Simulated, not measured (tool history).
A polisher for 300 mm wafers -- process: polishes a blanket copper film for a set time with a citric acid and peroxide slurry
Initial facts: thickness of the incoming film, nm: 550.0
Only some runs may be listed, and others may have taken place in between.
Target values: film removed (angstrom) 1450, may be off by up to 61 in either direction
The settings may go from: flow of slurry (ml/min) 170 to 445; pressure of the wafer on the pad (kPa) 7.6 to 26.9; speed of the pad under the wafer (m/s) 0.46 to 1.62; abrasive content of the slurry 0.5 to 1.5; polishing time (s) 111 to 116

| run | hour | flow of slurry (ml/min) | pressure of the wafer on the pad (kPa) | speed of the pad under the wafer (m/s) | abrasive content of the slurry | polishing time (s) | film removed (angstrom) |
|---|---|---|---|---|---|---|---|
| 1 | 0 | 285 | 17.2 | 1.04 | 1 | 111 | 2438.8 |
| 2 | 7.2 | 285 | 17.2 | 1.04 | 1 | 116 | 2545 |
| 3 | 16 | 285 | 14.5 | 1.04 | 1 | 116 | 2142.6 |
| 4 | 17.4 | 285 | 13.1 | 1.04 | 1 | 116 | 1960.9 |
| 5 | 20.2 | 285 | 11.7 | 1.04 | 1 | 116 | 1834.2 |
| 6 | 28.4 | 285 | 11 | 1.04 | 1 | 116 | 1705.5 |
| 7 | 31.3 | 285 | 10.3 | 1.04 | 1 | 116 | 1614.5 |
| 8 | 38.4 | 285 | 9.7 | 1.04 | 1 | 116 | 1524.3 |

4 candidate next runs follow, results not yet known. Just one meets every target within its allowed miss. Identify it.
| A | 45.5 | 295 | 8.3 | 1.06 | 1.15 | 116 | ? |
| B | 45.5 | 325 | 11.7 | 0.9 | 1.05 | 116 | ? |
| C | 45.5 | 265 | 9 | 1.28 | 0.9 | 116 | ? |
| D | 45.5 | 295 | 9.7 | 1.12 | 1 | 116 | ? |

| move | film removed (angstrom) |
|---|---|
| A | 1427.3 |
| B | 1637.7 |
| C | 1685.8 |
| D | 1646 |
A: every result lands within tolerance
B: its largest miss is bigger than the last run's
C: its largest miss is bigger than the last run's
D: its largest miss is bigger than the last run's
The right move is A.

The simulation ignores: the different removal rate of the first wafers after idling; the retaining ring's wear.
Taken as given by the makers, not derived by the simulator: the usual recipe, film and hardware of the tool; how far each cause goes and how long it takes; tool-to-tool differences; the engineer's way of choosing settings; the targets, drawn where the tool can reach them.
